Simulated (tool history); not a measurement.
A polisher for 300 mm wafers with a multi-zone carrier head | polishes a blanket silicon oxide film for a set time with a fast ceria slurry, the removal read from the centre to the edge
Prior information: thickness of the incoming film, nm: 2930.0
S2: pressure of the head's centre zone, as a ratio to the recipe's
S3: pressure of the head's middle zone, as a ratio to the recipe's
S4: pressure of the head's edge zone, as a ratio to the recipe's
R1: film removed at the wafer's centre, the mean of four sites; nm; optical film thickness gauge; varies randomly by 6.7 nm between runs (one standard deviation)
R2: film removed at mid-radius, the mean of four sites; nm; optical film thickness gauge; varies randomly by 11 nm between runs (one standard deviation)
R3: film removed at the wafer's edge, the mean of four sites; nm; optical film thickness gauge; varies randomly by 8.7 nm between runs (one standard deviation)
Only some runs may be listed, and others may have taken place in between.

run 1 hour=0 | flow_of_slurry_(ml/min)=240 S2=1 S3=1 S4=1 polishing_time_(s)=52 | R1=1003.5 R2=1001 R3=1031.4
run 2 hour=6.7 | flow_of_slurry_(ml/min)=240 S2=1 S3=0.94 S4=1 polishing_time_(s)=52 | R1=1014.7 R2=958.82 R3=1029.8
run 3 hour=8.4 | flow_of_slurry_(ml/min)=240 S2=1 S3=0.94 S4=1.07 polishing_time_(s)=52 | R1=993.6 R2=953.11 R3=1058.1
run 4 hour=9.5 | flow_of_slurry_(ml/min)=240 S2=1 S3=0.94 S4=1.15 polishing_time_(s)=52 | R1=1009.3 R2=958.14 R3=1107.3
run 5 hour=12 | flow_of_slurry_(ml/min)=240 S2=1 S3=0.94 S4=1.15 polishing_time_(s)=47 | R1=928.65 R2=851.71 R3=988.97
run 6 hour=20.5 | flow_of_slurry_(ml/min)=235 S2=0.98 S3=0.95 S4=1.15 polishing_time_(s)=47 | R1=880.2 R2=854.37 R3=990.84
run 7 hour=21.6 | flow_of_slurry_(ml/min)=210 S2=0.95 S3=1.01 S4=1.14 polishing_time_(s)=48 | R1=863.16 R2=908.69 R3=995.07

For run 8, what comes out?
run 8 hour=24 | flow_of_slurry_(ml/min)=205 S2=0.95 S3=1.01 S4=1.14 polishing_time_(s)=48 | R1=? R2=? R3=?

Run 8 came out at R1 862.48 nm, R2 905.58 nm, R3 998.06 nm.
